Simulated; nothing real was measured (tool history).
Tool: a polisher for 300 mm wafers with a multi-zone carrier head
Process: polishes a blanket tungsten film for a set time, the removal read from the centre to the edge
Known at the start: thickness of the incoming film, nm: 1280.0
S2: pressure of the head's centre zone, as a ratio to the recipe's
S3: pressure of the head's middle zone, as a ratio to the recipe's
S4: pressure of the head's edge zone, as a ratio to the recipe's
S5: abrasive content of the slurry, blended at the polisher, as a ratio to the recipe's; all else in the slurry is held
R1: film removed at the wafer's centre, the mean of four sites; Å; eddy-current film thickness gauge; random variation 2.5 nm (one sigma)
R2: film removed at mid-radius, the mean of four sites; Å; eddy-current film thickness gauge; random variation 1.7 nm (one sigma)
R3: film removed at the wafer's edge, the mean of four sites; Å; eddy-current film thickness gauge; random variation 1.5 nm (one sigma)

run 1 hour=0 | flow_of_slurry_(ml/min)=215 S2=1 S3=1 S4=1 S5=1 polishing_time_(s)=66 | R1=3801.6 R2=3764.2 R3=3938.9
run 2 hour=7.8 | flow_of_slurry_(ml/min)=215 S2=0.94 S3=1 S4=1 S5=1 polishing_time_(s)=66 | R1=3652.4 R2=3768.6 R3=3896.4
run 3 hour=13.2 | flow_of_slurry_(ml/min)=215 S2=0.94 S3=0.96 S4=1 S5=1 polishing_time_(s)=66 | R1=3553.1 R2=3656.3 R3=3932.4
run 4 hour=17.1 | flow_of_slurry_(ml/min)=260 S2=0.94 S3=0.96 S4=1 S5=1 polishing_time_(s)=66 | R1=3668.4 R2=3713.8 R3=3978.8
run 5 hour=23.6 | flow_of_slurry_(ml/min)=260 S2=0.88 S3=0.96 S4=1 S5=1 polishing_time_(s)=66 | R1=3447.4 R2=3705.3 R3=4008.2
run 6 hour=32 | flow_of_slurry_(ml/min)=260 S2=0.88 S3=0.96 S4=1 S5=0.9 polishing_time_(s)=66 | R1=3421.7 R2=3572.6 R3=3898.3
run 7 hour=37.6 | flow_of_slurry_(ml/min)=250 S2=0.92 S3=0.94 S4=0.95 S5=0.8 polishing_time_(s)=56 | R1=2882.8 R2=2957 R3=3144.6
run 8 hour=42.5 | flow_of_slurry_(ml/min)=250 S2=0.97 S3=0.91 S4=0.92 S5=0.7 polishing_time_(s)=49 | R1=2576 R2=2426 R3=2599.7

Run 9 comes next. What will it give?
run 9 hour=50.8 | flow_of_slurry_(ml/min)=245 S2=0.99 S3=0.89 S4=0.89 S5=0.65 polishing_time_(s)=46 | R1=? R2=? R3=?

{"run 9": {"R1": 2414.3, "R2": 2201.9, "R3": 2396.1}}
